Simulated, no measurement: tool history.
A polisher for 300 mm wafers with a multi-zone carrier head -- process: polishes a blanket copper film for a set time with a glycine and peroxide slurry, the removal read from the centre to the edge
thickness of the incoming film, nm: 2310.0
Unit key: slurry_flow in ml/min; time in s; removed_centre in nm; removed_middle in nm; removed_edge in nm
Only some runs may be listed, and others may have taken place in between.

Run 1, hour 0: slurry_flow 275 ml/min, centre_zone 1, middle_zone 1, edge_zone 1, time 52 s. Result: removed_centre 230.26 nm, removed_middle 236.17 nm, removed_edge 244.42 nm.
Run 2, hour 7.2: slurry_flow 285 ml/min, centre_zone 1.02, middle_zone 1.03, edge_zone 1.02, time 54 s. Result: removed_centre 246.01 nm, removed_middle 255.2 nm, removed_edge 252.83 nm.
Run 3, hour 12.7: slurry_flow 285 ml/min, centre_zone 1.02, middle_zone 1.03, edge_zone 1.02, time 48 s. Result: removed_centre 220.65 nm, removed_middle 225.49 nm, removed_edge 227.36 nm.
Run 4, hour 21.3: slurry_flow 285 ml/min, centre_zone 1.02, middle_zone 1.03, edge_zone 1.02, time 54 s. Result: removed_centre 246.88 nm, removed_middle 254.76 nm, removed_edge 256.22 nm.
Run 5, hour 21.9: slurry_flow 285 ml/min, centre_zone 1.02, middle_zone 1.03, edge_zone 1.02, time 47 s. Result: removed_centre 216.11 nm, removed_middle 222.78 nm, removed_edge 222.71 nm.
Run 6, hour 25.7: slurry_flow 290 ml/min, centre_zone 1.03, middle_zone 1.04, edge_zone 1.04, time 50 s. Result: removed_centre 231.77 nm, removed_middle 234.33 nm, removed_edge 239.84 nm.

Run 7 comes next. What will it give?
Run 7, hour 27.4: slurry_flow 295 ml/min, centre_zone 1.04, middle_zone 1.06, edge_zone 1.05, time 53 s. Result: removed_centre ?, removed_middle ?, removed_edge ?.

{"run 7": {"removed_centre": 247.64, "removed_middle": 257.14, "removed_edge": 254.11}}

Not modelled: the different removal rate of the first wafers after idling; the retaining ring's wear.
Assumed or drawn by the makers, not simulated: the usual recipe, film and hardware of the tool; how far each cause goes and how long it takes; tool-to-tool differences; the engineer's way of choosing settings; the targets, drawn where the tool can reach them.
